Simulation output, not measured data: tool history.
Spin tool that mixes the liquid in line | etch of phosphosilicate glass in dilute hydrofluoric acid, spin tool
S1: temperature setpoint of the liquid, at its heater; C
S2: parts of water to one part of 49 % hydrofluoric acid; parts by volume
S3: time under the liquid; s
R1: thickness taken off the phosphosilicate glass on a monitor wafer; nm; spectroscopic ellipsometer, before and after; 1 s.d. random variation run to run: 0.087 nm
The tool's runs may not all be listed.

run 1 hour=0 | S1=22 S2=110 S3=15 | R1=14.944
run 2 hour=5.4 | S1=25.5 S2=110 S3=15 | R1=17.218
run 3 hour=10.6 | S1=25.5 S2=110 S3=15 | R1=17.294
run 4 hour=11.3 | S1=26 S2=105 S3=15 | R1=18.554
run 5 hour=13.7 | S1=26.5 S2=100 S3=15 | R1=20.045
run 6 hour=22.6 | S1=27 S2=95 S3=15 | R1=21.581

Forecast run 7:
run 7 hour=24.9 | S1=27.5 S2=95 S3=15 | R1=?

{"run 7": {"R1": 21.951}}
